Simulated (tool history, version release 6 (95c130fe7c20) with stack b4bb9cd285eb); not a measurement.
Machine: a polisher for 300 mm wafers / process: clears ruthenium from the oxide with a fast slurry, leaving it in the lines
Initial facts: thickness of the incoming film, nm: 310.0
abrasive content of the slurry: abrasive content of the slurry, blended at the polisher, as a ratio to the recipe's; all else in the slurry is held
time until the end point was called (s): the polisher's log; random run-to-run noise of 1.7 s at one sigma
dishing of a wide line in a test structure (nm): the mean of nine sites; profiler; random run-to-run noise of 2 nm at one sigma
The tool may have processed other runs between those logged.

run  hour  flow of slurry (ml/min)  pressure of the wafer on the pad (psi)  speed of the pad under the wafer (cm/s)  abrasive content of the slurry  overpolish time after the end point (s)  time until the end point was called (s)  dishing of a wide line in a test structure (nm)
  1   0.0                      290                                     1.7                                       84                             1.0                                       25                                   128.23                                           51.991
  2   5.1                      290                                     1.7                                       66                             1.0                                       25                                   155.41                                           43.033
  3   6.7                      290                                     2.0                                       66                             1.0                                       25                                   137.38                                           48.421
  4  10.1                      290                                     1.7                                       66                             1.0                                       25                                   155.95                                           41.771
  5  16.2                      290                                     1.7                                       66                             1.0                                       17                                   157.17                                           28.668
  6  23.8                      290                                     1.4                                       66                             1.0                                       17                                   184.67                                           24.098
  7  24.7                      290                                     1.5                                       68                             1.0                                       19                                   172.75                                           28.821
  8  26.3                      290                                     1.6                                       70                             1.0                                       21                                   162.84                                           35.819
  9  27.8                      290                                     1.7                                       72                             1.0                                       22                                   150.20                                           39.395
 10  28.6                      290                                     1.8                                       74                             1.0                                       23                                   139.00                                           44.401
 11  33.2                      290                                     1.9                                       74                             1.0                                       24                                   125.37                                           48.531

What will run 12 give?
 12  38.6                      290                                     1.9                                       74                             1.0                                       25                                        ?                                                ?

time until the end point was called (s): 127.29
dishing of a wide line in a test structure (nm): 48.798
